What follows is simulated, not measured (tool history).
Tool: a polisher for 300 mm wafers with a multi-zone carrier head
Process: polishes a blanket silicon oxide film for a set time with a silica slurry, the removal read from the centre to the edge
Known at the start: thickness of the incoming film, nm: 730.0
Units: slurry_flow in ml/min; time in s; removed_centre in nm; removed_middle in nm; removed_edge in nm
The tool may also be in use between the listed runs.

run 1 day=0.000 | slurry_flow=125 centre_zone=1.00 middle_zone=1.00 edge_zone=1.00 slurry_solids=1.00 time=80 | removed_centre=177.89 removed_middle=181.06 removed_edge=179.19
run 2 day=0.229 | slurry_flow=125 centre_zone=1.00 middle_zone=1.00 edge_zone=1.00 slurry_solids=0.80 time=80 | removed_centre=156.11 removed_middle=158.79 removed_edge=160.71
run 3 day=0.596 | slurry_flow=130 centre_zone=0.99 middle_zone=1.00 edge_zone=1.05 slurry_solids=0.90 time=81 | removed_centre=170.08 removed_middle=173.59 removed_edge=176.27
run 4 day=0.925 | slurry_flow=130 centre_zone=0.99 middle_zone=1.00 edge_zone=0.98 slurry_solids=0.90 time=81 | removed_centre=171.49 removed_middle=172.56 removed_edge=171.93
run 5 day=1.179 | slurry_flow=105 centre_zone=0.99 middle_zone=1.00 edge_zone=0.98 slurry_solids=0.90 time=81 | removed_centre=158.83 removed_middle=165.26 removed_edge=167.04
run 6 day=1.362 | slurry_flow=110 centre_zone=0.98 middle_zone=0.99 edge_zone=1.03 slurry_solids=1.00 time=82 | removed_centre=170.70 removed_middle=178.28 removed_edge=184.67
run 7 day=1.488 | slurry_flow=120 centre_zone=0.97 middle_zone=0.98 edge_zone=1.07 slurry_solids=1.05 time=82 | removed_centre=179.50 removed_middle=184.41 removed_edge=196.46
run 8 day=1.804 | slurry_flow=135 centre_zone=0.96 middle_zone=0.98 edge_zone=1.10 slurry_solids=1.10 time=82 | removed_centre=189.50 removed_middle=192.52 removed_edge=209.78
run 9 day=2.112 | slurry_flow=145 centre_zone=0.95 middle_zone=0.99 edge_zone=1.12 slurry_solids=1.10 time=82 | removed_centre=192.48 removed_middle=196.92 removed_edge=211.18
run 10 day=2.342 | slurry_flow=150 centre_zone=0.94 middle_zone=1.00 edge_zone=1.14 slurry_solids=1.15 time=82 | removed_centre=193.80 removed_middle=209.56 removed_edge=220.57
run 11 day=2.488 | slurry_flow=160 centre_zone=0.94 middle_zone=1.00 edge_zone=1.15 slurry_solids=1.15 time=82 | removed_centre=194.11 removed_middle=206.47 removed_edge=220.65

The next listed run, before its measurement:
run 12 day=2.858 | slurry_flow=160 centre_zone=0.95 middle_zone=1.00 edge_zone=1.16 slurry_solids=1.20 time=82 | removed_centre=? removed_middle=? removed_edge=?

Run 12 gave removed_centre 202.52 nm, removed_middle 212.64 nm, removed_edge 223.39 nm.

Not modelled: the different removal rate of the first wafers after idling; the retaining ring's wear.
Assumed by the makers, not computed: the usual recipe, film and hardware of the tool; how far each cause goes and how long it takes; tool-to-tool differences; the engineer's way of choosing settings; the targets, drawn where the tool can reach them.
